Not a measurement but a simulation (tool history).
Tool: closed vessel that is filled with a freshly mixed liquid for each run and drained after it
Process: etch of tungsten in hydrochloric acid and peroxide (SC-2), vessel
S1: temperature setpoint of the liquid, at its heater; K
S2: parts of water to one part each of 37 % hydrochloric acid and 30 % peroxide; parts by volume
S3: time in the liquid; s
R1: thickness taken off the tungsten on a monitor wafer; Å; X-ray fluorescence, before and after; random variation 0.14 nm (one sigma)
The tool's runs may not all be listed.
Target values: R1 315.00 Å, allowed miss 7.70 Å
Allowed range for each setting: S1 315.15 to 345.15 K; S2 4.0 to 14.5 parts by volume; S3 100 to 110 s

| run | hour | S1 | S2 | S3 | R1 |
|---|---|---|---|---|---|
| 1 | 0.0 | 331.15 | 8.0 | 100 | 368.15 |
| 2 | 7.3 | 331.15 | 8.0 | 100 | 368.11 |
| 3 | 13.8 | 331.15 | 5.0 | 100 | 530.40 |
| 4 | 19.7 | 329.15 | 5.0 | 100 | 465.74 |
| 5 | 23.9 | 327.65 | 5.0 | 100 | 420.55 |
| 6 | 26.5 | 327.65 | 5.0 | 110 | 462.01 |
| 7 | 32.5 | 320.65 | 5.0 | 110 | 290.08 |
| 8 | 40.7 | 321.15 | 5.0 | 110 | 301.70 |

4 candidate next runs follow, results not yet known. Just one meets every target within its allowed miss. Identify it.
| A | 48.9 | 321.15 | 5.0 | 100 | ? |
| B | 48.9 | 321.65 | 5.0 | 110 | ? |
| C | 48.9 | 321.65 | 6.0 | 110 | ? |
| D | 48.9 | 321.15 | 5.5 | 110 | ? |

| move | R1 |
|---|---|
| A | 272.72 |
| B | 310.27 |
| C | 271.49 |
| D | 279.99 |
A: misses by more than the last run did
B: all results in spec
C: misses by more than the last run did
D: misses by more than the last run did
Go with B: it meets all targets.

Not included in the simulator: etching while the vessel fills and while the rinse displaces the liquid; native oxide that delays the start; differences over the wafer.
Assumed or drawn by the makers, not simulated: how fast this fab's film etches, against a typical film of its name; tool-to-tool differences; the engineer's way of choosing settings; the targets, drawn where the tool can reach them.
